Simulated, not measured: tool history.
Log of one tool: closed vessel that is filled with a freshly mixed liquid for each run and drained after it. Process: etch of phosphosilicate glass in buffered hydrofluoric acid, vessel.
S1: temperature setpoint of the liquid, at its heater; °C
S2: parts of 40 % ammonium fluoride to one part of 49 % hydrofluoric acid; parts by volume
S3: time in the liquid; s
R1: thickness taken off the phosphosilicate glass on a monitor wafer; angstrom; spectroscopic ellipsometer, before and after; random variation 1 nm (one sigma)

Run 1, hour 0.0: S1 22.0 °C, S2 7.5 parts by volume, S3 30 s. Result: R1 1518.6 angstrom.
Run 2, hour 3.6: S1 22.0 °C, S2 7.5 parts by volume, S3 30 s. Result: R1 1502.6 angstrom.
Run 3, hour 12.9: S1 20.5 °C, S2 7.5 parts by volume, S3 30 s. Result: R1 1429.3 angstrom.
Run 4, hour 18.1: S1 19.5 °C, S2 8.0 parts by volume, S3 30 s. Result: R1 1240.4 angstrom.
Run 5, hour 24.9: S1 21.5 °C, S2 8.0 parts by volume, S3 30 s. Result: R1 1394.8 angstrom.
Run 6, hour 30.2: S1 20.5 °C, S2 8.0 parts by volume, S3 30 s. Result: R1 1327.0 angstrom.
Run 7, hour 31.5: S1 19.5 °C, S2 8.0 parts by volume, S3 30 s. Result: R1 1240.1 angstrom.
Run 8, hour 40.4: S1 19.5 °C, S2 8.0 parts by volume, S3 30 s. Result: R1 1234.4 angstrom.
Run 9, hour 45.3: S1 19.0 °C, S2 8.0 parts by volume, S3 30 s. Result: R1 1206.6 angstrom.
Run 10, hour 52.9: S1 18.5 °C, S2 8.0 parts by volume, S3 30 s. Result: R1 1178.4 angstrom.

The next listed run, before its measurement:
Run 11, hour 56.5: S1 18.0 °C, S2 8.0 parts by volume, S3 30 s. Result: R1 ?.

R1: 1144.7 angstrom

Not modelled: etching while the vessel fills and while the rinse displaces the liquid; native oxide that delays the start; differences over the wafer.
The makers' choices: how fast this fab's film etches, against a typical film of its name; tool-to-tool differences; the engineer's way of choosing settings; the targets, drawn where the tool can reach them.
